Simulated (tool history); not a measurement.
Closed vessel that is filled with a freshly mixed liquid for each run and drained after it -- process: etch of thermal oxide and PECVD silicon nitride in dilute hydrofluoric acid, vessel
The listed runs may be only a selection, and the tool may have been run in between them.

run	hour	temperature setpoint of the liquid (K)	parts of water to one part of 49 % hydrofluoric acid (parts by volume)	time in the liquid (s)	thickness taken off the thermal oxide on a monitor wafer (Å)	thickness taken off the PECVD silicon nitride on a monitor wafer (Å)
1	0	295.15	195	1195	244.14	119.75
2	9	296.15	195	1200	253.5	127.39
3	16.9	297.15	195	1205	265.28	136.17
4	25.2	297.15	195	1465	320.95	166.26
5	29.8	300.15	195	1465	360.52	201.1
6	30.6	300.15	195	1925	471.02	262.78
7	37.2	299.65	210	1970	427.13	242.69
8	44.5	298.65	220	2015	404.16	223.36
9	53.1	298.15	235	2045	362.97	205.46
10	58.6	297.65	245	2070	348.92	193.68
11	61.7	297.65	255	2090	340.42	186.81
12	68.9	297.65	265	2105	323.6	182.3

Estimate the outcome of run 13 from the log above:
13	72.4	297.65	270	2120	?	?

thickness taken off the thermal oxide on a monitor wafer (Å): 314.49
thickness taken off the PECVD silicon nitride on a monitor wafer (Å): 178.82
